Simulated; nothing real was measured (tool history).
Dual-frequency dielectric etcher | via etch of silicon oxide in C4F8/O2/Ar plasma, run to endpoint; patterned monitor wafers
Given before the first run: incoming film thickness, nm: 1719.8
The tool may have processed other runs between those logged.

Run 1, hour 0: source power (kW) 2.59, bias power (kW) 1.869. Result: endpoint time (s) 343.84.
Run 2, hour 2.6: source power (kW) 2.59, bias power (kW) 1.684. Result: endpoint time (s) 356.77.
Run 3, hour 10.9: source power (kW) 2.59, bias power (kW) 1.518. Result: endpoint time (s) 368.2.
Run 4, hour 18: source power (kW) 3.03, bias power (kW) 1.518. Result: endpoint time (s) 350.93.
Run 5, hour 21.4: source power (kW) 3.03, bias power (kW) 1.664. Result: endpoint time (s) 340.35.
Run 6, hour 30.1: source power (kW) 2.76, bias power (kW) 1.607. Result: endpoint time (s) 354.89.

Run 7 is up next; what results do you expect?
Run 7, hour 36: source power (kW) 2.56, bias power (kW) 1.564. Result: endpoint time (s) ?.

endpoint time (s): 365.34
